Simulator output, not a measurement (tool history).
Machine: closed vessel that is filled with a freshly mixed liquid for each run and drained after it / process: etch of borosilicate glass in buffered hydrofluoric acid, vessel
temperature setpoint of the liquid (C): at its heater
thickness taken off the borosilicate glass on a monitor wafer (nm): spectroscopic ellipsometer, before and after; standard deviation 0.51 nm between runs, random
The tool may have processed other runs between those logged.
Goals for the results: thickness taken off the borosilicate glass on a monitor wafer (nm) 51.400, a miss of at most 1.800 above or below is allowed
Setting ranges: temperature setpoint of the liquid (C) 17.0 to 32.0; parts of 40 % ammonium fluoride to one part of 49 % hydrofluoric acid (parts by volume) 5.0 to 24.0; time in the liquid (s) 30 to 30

| run | day | temperature setpoint of the liquid (C) | parts of 40 % ammonium fluoride to one part of 49 % hydrofluoric acid (parts by volume) | time in the liquid (s) | thickness taken off the borosilicate glass on a monitor wafer (nm) |
|---|---|---|---|---|---|
| 1 | 0.000 | 24.0 | 14.5 | 30 | 28.211 |
| 2 | 0.296 | 26.5 | 13.5 | 30 | 34.994 |
| 3 | 0.538 | 28.0 | 13.0 | 30 | 39.135 |
| 4 | 0.738 | 29.0 | 12.5 | 30 | 42.574 |
| 5 | 0.921 | 29.0 | 12.5 | 30 | 42.693 |
| 6 | 1.192 | 29.0 | 9.0 | 30 | 57.603 |
| 7 | 1.350 | 28.5 | 9.0 | 30 | 55.936 |
| 8 | 1.712 | 28.0 | 9.0 | 30 | 54.462 |

4 next moves are on the table. One of them brings every result within its allowed miss. Which?
| A | 2.075 | 31.0 | 10.5 | 30 | ? |
| B | 2.075 | 28.0 | 8.5 | 30 | ? |
| C | 2.075 | 28.5 | 8.5 | 30 | ? |
| D | 2.075 | 25.5 | 8.5 | 30 | ? |

| move | thickness taken off the borosilicate glass on a monitor wafer (nm) |
|---|---|
| A | 56.254 |
| B | 57.572 |
| C | 59.089 |
| D | 50.490 |
A: the biggest miss grows against the last run
B: the biggest miss grows against the last run
C: the biggest miss grows against the last run
D: all results land within tolerance of their targets
The move that meets every target is D.
